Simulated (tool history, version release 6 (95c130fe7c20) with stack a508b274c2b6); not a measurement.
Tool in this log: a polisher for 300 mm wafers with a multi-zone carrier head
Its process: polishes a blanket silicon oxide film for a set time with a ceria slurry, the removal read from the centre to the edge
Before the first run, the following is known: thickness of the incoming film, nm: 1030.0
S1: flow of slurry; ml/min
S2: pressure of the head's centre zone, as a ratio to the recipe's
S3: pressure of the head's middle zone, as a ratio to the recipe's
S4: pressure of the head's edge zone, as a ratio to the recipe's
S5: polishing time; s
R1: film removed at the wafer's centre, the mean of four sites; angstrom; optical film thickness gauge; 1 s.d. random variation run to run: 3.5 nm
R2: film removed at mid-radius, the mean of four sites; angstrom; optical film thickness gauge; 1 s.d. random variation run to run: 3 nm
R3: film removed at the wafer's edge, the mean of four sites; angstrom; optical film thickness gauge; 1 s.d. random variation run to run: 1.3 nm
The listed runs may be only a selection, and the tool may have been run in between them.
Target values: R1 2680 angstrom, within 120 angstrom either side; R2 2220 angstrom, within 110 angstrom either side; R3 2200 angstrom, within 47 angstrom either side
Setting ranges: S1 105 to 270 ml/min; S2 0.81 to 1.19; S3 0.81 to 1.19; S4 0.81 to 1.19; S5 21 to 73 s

run 1 day=0 | S1=175 S2=1 S3=1 S4=1 S5=47 | R1=3413.1 R2=3402 R3=3337.7
run 2 day=0.079 | S1=170 S2=1.01 S3=0.99 S4=0.98 S5=45 | R1=3417.5 R2=3195.9 R3=3140.7
run 3 day=0.296 | S1=165 S2=1 S3=0.98 S4=0.96 S5=43 | R1=3160.5 R2=3094.1 R3=2987
run 4 day=0.333 | S1=165 S2=0.97 S3=0.98 S4=0.96 S5=43 | R1=3063 R2=3052 R3=2945.2
run 5 day=0.504 | S1=165 S2=1 S3=0.98 S4=0.96 S5=43 | R1=3118.9 R2=3004 R3=2979.6
run 6 day=0.683 | S1=165 S2=1.02 S3=0.98 S4=0.94 S5=41 | R1=3146 R2=2871.8 R3=2803.2
run 7 day=0.771 | S1=160 S2=1.02 S3=0.97 S4=0.93 S5=40 | R1=2963.2 R2=2736.6 R3=2682
-- day=1.075 edge zone pressure recalibrated
run 8 day=1.075 | S1=155 S2=1.03 S3=0.96 S4=0.91 S5=40 | R1=2938.8 R2=2769.3 R3=2801.7

Exactly one of the 4 candidate moves below puts every result within its allowed miss. Which one?
run A day=1.379 | S1=155 S2=1.18 S3=1.01 S4=0.94 S5=31 | R1=? R2=? R3=?
run B day=1.379 | S1=115 S2=0.96 S3=0.91 S4=0.92 S5=52 | R1=? R2=? R3=?
run C day=1.379 | S1=110 S2=0.87 S3=1.04 S4=0.96 S5=56 | R1=? R2=? R3=?
run D day=1.379 | S1=105 S2=1.08 S3=0.81 S4=0.88 S5=39 | R1=? R2=? R3=?

move=A R1=2626.6 R2=2163.1 R3=2185.8
move=B R1=3284.3 R2=3092 R3=3448.4
move=C R1=3155.5 R2=3672.1 R3=3746.7
move=D R1=2680.9 R2=2048.4 R3=2488.2
A: all results land within tolerance of their targets
B: moves away from the targets compared with the last run
C: moves away from the targets compared with the last run
D: closer than the last run, but not yet in spec
A is the move that brings every result within its allowed miss.
